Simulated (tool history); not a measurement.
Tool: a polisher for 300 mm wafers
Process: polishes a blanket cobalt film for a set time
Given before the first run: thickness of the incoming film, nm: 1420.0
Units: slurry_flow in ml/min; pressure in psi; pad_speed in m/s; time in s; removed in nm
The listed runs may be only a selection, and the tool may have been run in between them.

Run 1, day 0: slurry_flow 210 ml/min, pressure 1.2 psi, pad_speed 1.02 m/s, time 27 s. Result: removed 78.561 nm.
Run 2, day 0.196: slurry_flow 210 ml/min, pressure 1.2 psi, pad_speed 1.02 m/s, time 27 s. Result: removed 78.487 nm.
Run 3, day 0.379: slurry_flow 210 ml/min, pressure 1.4 psi, pad_speed 1.02 m/s, time 27 s. Result: removed 90.898 nm.
Run 4, day 0.425: slurry_flow 190 ml/min, pressure 1.4 psi, pad_speed 1.02 m/s, time 27 s. Result: removed 89.577 nm.
Run 5, day 0.621: slurry_flow 180 ml/min, pressure 1.2 psi, pad_speed 1.02 m/s, time 27 s. Result: removed 77.145 nm.
Run 6, day 0.988: slurry_flow 180 ml/min, pressure 1.2 psi, pad_speed 0.92 m/s, time 27 s. Result: removed 70.115 nm.
Run 7, day 1.15: slurry_flow 175 ml/min, pressure 1.1 psi, pad_speed 0.92 m/s, time 27 s. Result: removed 63.247 nm.
Run 8, day 1.317: slurry_flow 170 ml/min, pressure 1 psi, pad_speed 0.92 m/s, time 27 s. Result: removed 57.88 nm.
Run 9, day 1.346: slurry_flow 165 ml/min, pressure 1 psi, pad_speed 0.92 m/s, time 27 s. Result: removed 57.033 nm.
Run 10, day 1.379: slurry_flow 165 ml/min, pressure 1 psi, pad_speed 0.92 m/s, time 27 s. Result: removed 56.99 nm.
Run 11, day 1.612: slurry_flow 155 ml/min, pressure 0.9 psi, pad_speed 0.92 m/s, time 27 s. Result: removed 51.062 nm.

Expected results for the next run?
Run 12, day 1.746: slurry_flow 165 ml/min, pressure 0.9 psi, pad_speed 0.92 m/s, time 27 s. Result: removed ?.

{"run 12": {"removed": 52.034}}
